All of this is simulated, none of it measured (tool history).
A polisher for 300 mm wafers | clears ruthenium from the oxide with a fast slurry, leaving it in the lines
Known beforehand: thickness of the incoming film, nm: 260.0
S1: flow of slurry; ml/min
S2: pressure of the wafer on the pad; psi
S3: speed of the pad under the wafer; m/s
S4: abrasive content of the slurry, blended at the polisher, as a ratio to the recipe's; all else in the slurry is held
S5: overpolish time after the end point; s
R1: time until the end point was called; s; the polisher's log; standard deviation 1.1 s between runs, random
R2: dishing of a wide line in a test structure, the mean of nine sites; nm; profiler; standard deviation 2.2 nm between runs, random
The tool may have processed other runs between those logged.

Run 1, day 0: S1 240 ml/min, S2 2.6 psi, S3 0.8 m/s, S4 1, S5 27 s. Result: R1 95.665 s, R2 56.996 nm.
Run 2, day 0.083: S1 290 ml/min, S2 2.6 psi, S3 0.8 m/s, S4 1, S5 27 s. Result: R1 92.681 s, R2 59.137 nm.
Run 3, day 0.354: S1 290 ml/min, S2 2.7 psi, S3 0.8 m/s, S4 1, S5 28 s. Result: R1 92.291 s, R2 61.676 nm.
Run 4, day 0.492: S1 290 ml/min, S2 2.8 psi, S3 0.8 m/s, S4 1, S5 28 s. Result: R1 85.953 s, R2 64.089 nm.
Run 5, day 0.696: S1 290 ml/min, S2 2.8 psi, S3 0.8 m/s, S4 1, S5 34 s. Result: R1 88.391 s, R2 77.782 nm.
Run 6, day 0.833: S1 290 ml/min, S2 2.9 psi, S3 0.8 m/s, S4 1, S5 34 s. Result: R1 84.985 s, R2 77.956 nm.
Run 7, day 0.888: S1 290 ml/min, S2 3 psi, S3 0.8 m/s, S4 1, S5 34 s. Result: R1 80.797 s, R2 82.309 nm.

Run 8 is up next; what results do you expect?
Run 8, day 1.162: S1 290 ml/min, S2 3.3 psi, S3 0.8 m/s, S4 1, S5 33 s. Result: R1 ?, R2 ?.

R1: 73.808 s
R2: 81.238 nm
